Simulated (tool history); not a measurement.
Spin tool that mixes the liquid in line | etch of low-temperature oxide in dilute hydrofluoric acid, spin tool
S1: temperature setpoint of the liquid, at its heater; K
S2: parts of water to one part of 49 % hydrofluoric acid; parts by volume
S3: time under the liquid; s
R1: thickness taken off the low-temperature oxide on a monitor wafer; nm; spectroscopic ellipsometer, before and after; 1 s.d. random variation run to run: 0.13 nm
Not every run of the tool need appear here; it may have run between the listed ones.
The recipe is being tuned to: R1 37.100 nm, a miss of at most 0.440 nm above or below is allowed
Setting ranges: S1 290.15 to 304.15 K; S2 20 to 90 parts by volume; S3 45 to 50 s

Run 1, hour 0.0: S1 296.15 K, S2 50 parts by volume, S3 45 s. Result: R1 20.650 nm.
Run 2, hour 4.5: S1 297.65 K, S2 50 parts by volume, S3 45 s. Result: R1 22.132 nm.
Run 3, hour 6.5: S1 297.65 K, S2 35 parts by volume, S3 45 s. Result: R1 32.179 nm.
Run 4, hour 10.5: S1 296.15 K, S2 35 parts by volume, S3 45 s. Result: R1 30.186 nm.
Run 5, hour 17.0: S1 297.15 K, S2 35 parts by volume, S3 45 s. Result: R1 31.556 nm.
Run 6, hour 19.5: S1 297.15 K, S2 45 parts by volume, S3 45 s. Result: R1 24.163 nm.
Run 7, hour 20.8: S1 298.15 K, S2 45 parts by volume, S3 45 s. Result: R1 25.093 nm.
Run 8, hour 22.1: S1 299.15 K, S2 45 parts by volume, S3 45 s. Result: R1 26.295 nm.
Run 9, hour 28.0: S1 300.15 K, S2 45 parts by volume, S3 45 s. Result: R1 27.336 nm.
Run 10, hour 30.8: S1 300.65 K, S2 45 parts by volume, S3 45 s. Result: R1 28.040 nm.
Run 11, hour 36.9: S1 301.15 K, S2 45 parts by volume, S3 45 s. Result: R1 28.531 nm.
Run 12, hour 44.7: S1 301.65 K, S2 45 parts by volume, S3 45 s. Result: R1 29.026 nm.
Run 13, hour 45.9: S1 301.65 K, S2 45 parts by volume, S3 45 s. Result: R1 29.186 nm.
Run 14, hour 54.7: S1 304.15 K, S2 35 parts by volume, S3 45 s. Result: R1 41.889 nm.
Run 15, hour 63.0: S1 303.65 K, S2 35 parts by volume, S3 45 s. Result: R1 40.987 nm.
Run 16, hour 69.1: S1 303.15 K, S2 35 parts by volume, S3 45 s. Result: R1 40.432 nm.
Run 17, hour 73.3: S1 302.65 K, S2 35 parts by volume, S3 45 s. Result: R1 39.312 nm.
Run 18, hour 81.0: S1 301.65 K, S2 35 parts by volume, S3 45 s. Result: R1 37.971 nm.
Run 19, hour 84.4: S1 301.65 K, S2 35 parts by volume, S3 45 s. Result: R1 38.065 nm.

Below are 4 possible settings for the next run. Only one of them brings all results inside the allowed miss of their targets. Which is it?
Run A, hour 87.8: S1 301.15 K, S2 40 parts by volume, S3 50 s. Result: R1 ?.
Run B, hour 87.8: S1 301.15 K, S2 35 parts by volume, S3 45 s. Result: R1 ?.
Run C, hour 87.8: S1 300.65 K, S2 35 parts by volume, S3 45 s. Result: R1 ?.
Run D, hour 87.8: S1 304.15 K, S2 40 parts by volume, S3 45 s. Result: R1 ?.

move      R1
   A  35.846
   B  37.145
   C  36.401
   D  36.350
A: moves the result that the last run missed by most past its target, out the other side
B: in spec on every target
C: moves the result that the last run missed by most past its target, out the other side
D: moves the result that the last run missed by most past its target, out the other side
The right move is B.
